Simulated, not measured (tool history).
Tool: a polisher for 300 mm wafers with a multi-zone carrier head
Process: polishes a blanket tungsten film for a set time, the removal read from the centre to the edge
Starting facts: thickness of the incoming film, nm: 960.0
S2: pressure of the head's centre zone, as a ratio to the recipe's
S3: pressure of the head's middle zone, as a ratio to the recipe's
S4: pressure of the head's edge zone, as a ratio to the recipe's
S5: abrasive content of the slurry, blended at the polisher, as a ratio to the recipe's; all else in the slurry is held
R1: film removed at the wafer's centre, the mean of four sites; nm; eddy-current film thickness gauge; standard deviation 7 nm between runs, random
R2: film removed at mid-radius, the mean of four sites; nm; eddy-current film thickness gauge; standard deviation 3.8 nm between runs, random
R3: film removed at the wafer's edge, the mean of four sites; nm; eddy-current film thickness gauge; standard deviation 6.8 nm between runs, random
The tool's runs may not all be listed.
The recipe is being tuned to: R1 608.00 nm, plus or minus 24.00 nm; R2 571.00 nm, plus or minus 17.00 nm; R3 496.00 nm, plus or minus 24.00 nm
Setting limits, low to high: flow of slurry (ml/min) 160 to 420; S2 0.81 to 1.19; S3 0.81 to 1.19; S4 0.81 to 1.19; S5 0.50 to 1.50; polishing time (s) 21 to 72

run 1 hour=0.0 | flow_of_slurry_(ml/min)=270 S2=1.00 S3=1.00 S4=1.00 S5=1.00 polishing_time_(s)=46 | R1=357.03 R2=359.46 R3=364.37
run 2 hour=8.4 | flow_of_slurry_(ml/min)=270 S2=1.00 S3=1.00 S4=0.96 S5=1.00 polishing_time_(s)=46 | R1=355.30 R2=362.06 R3=349.42
run 3 hour=17.3 | flow_of_slurry_(ml/min)=275 S2=1.03 S3=1.02 S4=0.97 S5=1.10 polishing_time_(s)=47 | R1=382.66 R2=385.38 R3=370.16
run 4 hour=22.0 | flow_of_slurry_(ml/min)=285 S2=1.05 S3=1.03 S4=0.97 S5=1.15 polishing_time_(s)=48 | R1=418.70 R2=404.06 R3=400.62
run 5 hour=24.6 | flow_of_slurry_(ml/min)=285 S2=1.09 S3=1.03 S4=0.97 S5=1.15 polishing_time_(s)=48 | R1=424.96 R2=406.11 R3=384.42
run 6 hour=26.1 | flow_of_slurry_(ml/min)=285 S2=1.09 S3=1.03 S4=0.93 S5=1.15 polishing_time_(s)=48 | R1=431.28 R2=401.98 R3=366.70
run 7 hour=33.4 | flow_of_slurry_(ml/min)=295 S2=1.11 S3=1.05 S4=0.94 S5=1.20 polishing_time_(s)=49 | R1=447.46 R2=426.87 R3=395.90
run 8 hour=41.3 | flow_of_slurry_(ml/min)=295 S2=1.12 S3=1.06 S4=0.93 S5=1.25 polishing_time_(s)=50 | R1=468.18 R2=446.91 R3=393.42

Which single option among these 5 for the next run brings every result within its allowed miss of target? Just one does.
run A hour=49.2 | flow_of_slurry_(ml/min)=280 S2=1.14 S3=1.14 S4=0.96 S5=1.30 polishing_time_(s)=64 | R1=? R2=? R3=?
run B hour=49.2 | flow_of_slurry_(ml/min)=295 S2=1.09 S3=1.12 S4=0.91 S5=1.20 polishing_time_(s)=67 | R1=? R2=? R3=?
run C hour=49.2 | flow_of_slurry_(ml/min)=380 S2=1.09 S3=1.11 S4=0.94 S5=1.45 polishing_time_(s)=62 | R1=? R2=? R3=?
run D hour=49.2 | flow_of_slurry_(ml/min)=230 S2=0.97 S3=1.19 S4=0.87 S5=1.15 polishing_time_(s)=42 | R1=? R2=? R3=?
run E hour=49.2 | flow_of_slurry_(ml/min)=370 S2=1.14 S3=1.08 S4=0.87 S5=1.20 polishing_time_(s)=63 | R1=? R2=? R3=?

move=A R1=615.16 R2=606.18 R3=530.11
move=B R1=606.40 R2=615.61 R3=532.36
move=C R1=605.37 R2=608.33 R3=535.34
move=D R1=323.15 R2=390.20 R3=315.61
move=E R1=610.50 R2=572.97 R3=498.67
A: pushes the last run's worst result past its target
B: pushes the last run's worst result past its target
C: pushes the last run's worst result past its target
D: further off than the last run
E: every result lands within tolerance
Move E is the one to make.

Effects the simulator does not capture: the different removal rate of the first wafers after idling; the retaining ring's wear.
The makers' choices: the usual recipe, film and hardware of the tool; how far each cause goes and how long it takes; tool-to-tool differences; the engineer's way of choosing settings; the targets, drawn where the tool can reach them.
